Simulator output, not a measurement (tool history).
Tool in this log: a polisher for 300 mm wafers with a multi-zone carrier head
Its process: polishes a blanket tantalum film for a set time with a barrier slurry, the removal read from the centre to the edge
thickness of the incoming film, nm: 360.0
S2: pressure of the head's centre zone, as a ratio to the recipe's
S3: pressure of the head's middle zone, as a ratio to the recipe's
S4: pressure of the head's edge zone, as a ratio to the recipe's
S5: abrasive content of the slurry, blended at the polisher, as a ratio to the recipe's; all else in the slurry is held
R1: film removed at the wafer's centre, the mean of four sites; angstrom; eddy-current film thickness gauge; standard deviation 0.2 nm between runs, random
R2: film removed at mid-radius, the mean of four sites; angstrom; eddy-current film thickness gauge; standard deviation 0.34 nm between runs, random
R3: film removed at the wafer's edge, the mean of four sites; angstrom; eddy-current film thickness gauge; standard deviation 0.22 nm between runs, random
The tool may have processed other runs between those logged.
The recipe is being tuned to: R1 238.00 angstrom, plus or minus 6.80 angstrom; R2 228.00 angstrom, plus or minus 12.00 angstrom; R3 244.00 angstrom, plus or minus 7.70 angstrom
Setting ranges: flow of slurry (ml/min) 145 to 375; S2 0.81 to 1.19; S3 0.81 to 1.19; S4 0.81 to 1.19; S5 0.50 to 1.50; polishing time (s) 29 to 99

{"run": 1, "day": 0.0, "flow of slurry (ml/min)": 240, "S2": 1.0, "S3": 1.0, "S4": 1.0, "S5": 1.0, "polishing time (s)": 64, "R1": 535.99, "R2": 522.31, "R3": 529.33}
{"run": 2, "day": 0.05, "flow of slurry (ml/min)": 240, "S2": 0.92, "S3": 1.0, "S4": 1.0, "S5": 1.0, "polishing time (s)": 64, "R1": 494.1, "R2": 533.88, "R3": 528.54}
{"run": 3, "day": 0.296, "flow of slurry (ml/min)": 210, "S2": 0.92, "S3": 1.0, "S4": 1.0, "S5": 1.0, "polishing time (s)": 64, "R1": 492.03, "R2": 526.12, "R3": 522.21}
{"run": 4, "day": 0.454, "flow of slurry (ml/min)": 210, "S2": 0.92, "S3": 1.04, "S4": 1.0, "S5": 1.0, "polishing time (s)": 64, "R1": 489.83, "R2": 548.08, "R3": 532.67}
{"run": 5, "day": 0.596, "flow of slurry (ml/min)": 210, "S2": 0.92, "S3": 0.97, "S4": 1.0, "S5": 1.0, "polishing time (s)": 64, "R1": 494.3, "R2": 496.26, "R3": 532.81}
{"run": 6, "day": 0.858, "flow of slurry (ml/min)": 210, "S2": 0.92, "S3": 0.97, "S4": 1.0, "S5": 0.9, "polishing time (s)": 64, "R1": 466.0, "R2": 500.96, "R3": 509.64}
{"run": 7, "day": 1.004, "flow of slurry (ml/min)": 205, "S2": 0.93, "S3": 0.94, "S4": 0.98, "S5": 0.8, "polishing time (s)": 57, "R1": 401.53, "R2": 408.84, "R3": 431.62}
{"run": 8, "day": 1.304, "flow of slurry (ml/min)": 205, "S2": 0.93, "S3": 0.93, "S4": 0.96, "S5": 0.75, "polishing time (s)": 52, "R1": 359.19, "R2": 360.76, "R3": 373.54}
{"run": 9, "day": 1.642, "flow of slurry (ml/min)": 200, "S2": 0.92, "S3": 0.91, "S4": 0.94, "S5": 0.7, "polishing time (s)": 49, "R1": 322.45, "R2": 321.67, "R3": 334.95}
{"run": 10, "day": 1.692, "flow of slurry (ml/min)": 195, "S2": 0.91, "S3": 0.89, "S4": 0.92, "S5": 0.65, "polishing time (s)": 48, "R1": 307.36, "R2": 299.99, "R3": 316.59}
{"run": 11, "day": 1.821, "flow of slurry (ml/min)": 190, "S2": 0.9, "S3": 0.88, "S4": 0.9, "S5": 0.6, "polishing time (s)": 47, "R1": 279.3, "R2": 272.05, "R3": 296.02}
{"run": 12, "day": 2.108, "flow of slurry (ml/min)": 195, "S2": 0.9, "S3": 0.88, "S4": 0.88, "S5": 0.6, "polishing time (s)": 46, "R1": 276.91, "R2": 275.21, "R3": 285.18}
{"run": 13, "day": 2.338, "flow of slurry (ml/min)": 195, "S2": 0.9, "S3": 0.87, "S4": 0.87, "S5": 0.6, "polishing time (s)": 46, "R1": 281.02, "R2": 264.32, "R3": 286.56}
{"run": 14, "day": 2.488, "flow of slurry (ml/min)": 195, "S2": 0.89, "S3": 0.87, "S4": 0.86, "S5": 0.6, "polishing time (s)": 45, "R1": 267.87, "R2": 265.01, "R3": 273.78}
{"run": 15, "day": 2.562, "flow of slurry (ml/min)": 195, "S2": 0.89, "S3": 0.86, "S4": 0.85, "S5": 0.6, "polishing time (s)": 45, "R1": 265.32, "R2": 266.18, "R3": 271.93}
{"run": 16, "day": 2.8, "flow of slurry (ml/min)": 190, "S2": 0.89, "S3": 0.85, "S4": 0.84, "S5": 0.6, "polishing time (s)": 45, "R1": 266.93, "R2": 255.55, "R3": 276.36}
{"run": 17, "day": 2.842, "flow of slurry (ml/min)": 195, "S2": 0.89, "S3": 0.85, "S4": 0.84, "S5": 0.6, "polishing time (s)": 44, "R1": 261.79, "R2": 251.59, "R3": 268.2}
{"run": 18, "day": 3.017, "flow of slurry (ml/min)": 205, "S2": 0.88, "S3": 0.83, "S4": 0.82, "S5": 0.5, "polishing time (s)": 40, "R1": 215.96, "R2": 209.12, "R3": 222.47}
{"run": 19, "day": 3.15, "flow of slurry (ml/min)": 200, "S2": 0.89, "S3": 0.84, "S4": 0.83, "S5": 0.5, "polishing time (s)": 40, "R1": 213.94, "R2": 212.84, "R3": 215.49}
{"run": 20, "day": 3.492, "flow of slurry (ml/min)": 195, "S2": 0.9, "S3": 0.84, "S4": 0.85, "S5": 0.5, "polishing time (s)": 40, "R1": 214.62, "R2": 205.16, "R3": 223.03}
{"run": 21, "day": 3.608, "flow of slurry (ml/min)": 190, "S2": 0.91, "S3": 0.85, "S4": 0.86, "S5": 0.5, "polishing time (s)": 40, "R1": 217.8, "R2": 205.61, "R3": 220.89}
{"run": 22, "day": 3.717, "flow of slurry (ml/min)": 190, "S2": 0.91, "S3": 0.86, "S4": 0.87, "S5": 0.5, "polishing time (s)": 40, "R1": 214.42, "R2": 207.91, "R3": 225.08}
{"run": 23, "day": 3.821, "flow of slurry (ml/min)": 195, "S2": 0.91, "S3": 0.86, "S4": 0.87, "S5": 0.5, "polishing time (s)": 40, "R1": 218.87, "R2": 206.99, "R3": 223.13}
{"run": 24, "day": 4.029, "flow of slurry (ml/min)": 195, "S2": 0.91, "S3": 0.87, "S4": 0.88, "S5": 0.5, "polishing time (s)": 40, "R1": 217.8, "R2": 210.08, "R3": 225.71}

Next run, 4 choices. One meets every target within its allowed miss, the rest don't. Which?
{"run": "A", "day": 4.238, "flow of slurry (ml/min)": 195, "S2": 1.16, "S3": 0.87, "S4": 0.81, "S5": 0.6, "polishing time (s)": 34, "R1": "?", "R2": "?", "R3": "?"}
{"run": "B", "day": 4.238, "flow of slurry (ml/min)": 175, "S2": 1.07, "S3": 0.86, "S4": 0.82, "S5": 0.55, "polishing time (s)": 38, "R1": "?", "R2": "?", "R3": "?"}
{"run": "C", "day": 4.238, "flow of slurry (ml/min)": 205, "S2": 0.86, "S3": 0.82, "S4": 0.81, "S5": 0.6, "polishing time (s)": 41, "R1": "?", "R2": "?", "R3": "?"}
{"run": "D", "day": 4.238, "flow of slurry (ml/min)": 145, "S2": 0.87, "S3": 0.81, "S4": 1.08, "S5": 0.5, "polishing time (s)": 42, "R1": "?", "R2": "?", "R3": "?"}

move=A R1=251.13 R2=198.21 R3=204.19
move=B R1=245.33 R2=205.53 R3=215.90
move=C R1=239.79 R2=229.74 R3=247.80
move=D R1=207.98 R2=196.94 R3=249.89
A: takes the result that was furthest off past its target
B: takes the result that was furthest off past its target
C: each result inside its tolerance
D: lands further from the targets than the last run did
Move C is the one to make.
